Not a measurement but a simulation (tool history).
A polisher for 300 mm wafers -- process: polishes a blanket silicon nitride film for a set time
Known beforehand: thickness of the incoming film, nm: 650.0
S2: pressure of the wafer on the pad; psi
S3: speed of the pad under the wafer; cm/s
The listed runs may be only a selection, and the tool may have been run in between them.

{"run": 1, "hour": 0.0, "flow of slurry (ml/min)": 285, "S2": 3.9, "S3": 108, "polishing time (s)": 19, "film removed (Å)": 468.28}
{"run": 2, "hour": 1.3, "flow of slurry (ml/min)": 280, "S2": 3.2, "S3": 104, "polishing time (s)": 19, "film removed (Å)": 375.24}
{"run": 3, "hour": 6.4, "flow of slurry (ml/min)": 280, "S2": 2.4, "S3": 104, "polishing time (s)": 19, "film removed (Å)": 288.46}
{"run": 4, "hour": 12.5, "flow of slurry (ml/min)": 280, "S2": 2.4, "S3": 120, "polishing time (s)": 19, "film removed (Å)": 322.64}
{"run": 5, "hour": 15.4, "flow of slurry (ml/min)": 275, "S2": 2.2, "S3": 116, "polishing time (s)": 19, "film removed (Å)": 291.32}
{"run": 6, "hour": 17.2, "flow of slurry (ml/min)": 275, "S2": 2.2, "S3": 116, "polishing time (s)": 19, "film removed (Å)": 293.98}

Run 7 comes next. What will it give?
{"run": 7, "hour": 18.2, "flow of slurry (ml/min)": 270, "S2": 2.1, "S3": 114, "polishing time (s)": 19, "film removed (Å)": "?"}

{"run 7": {"film removed (Å)": 279.23}}
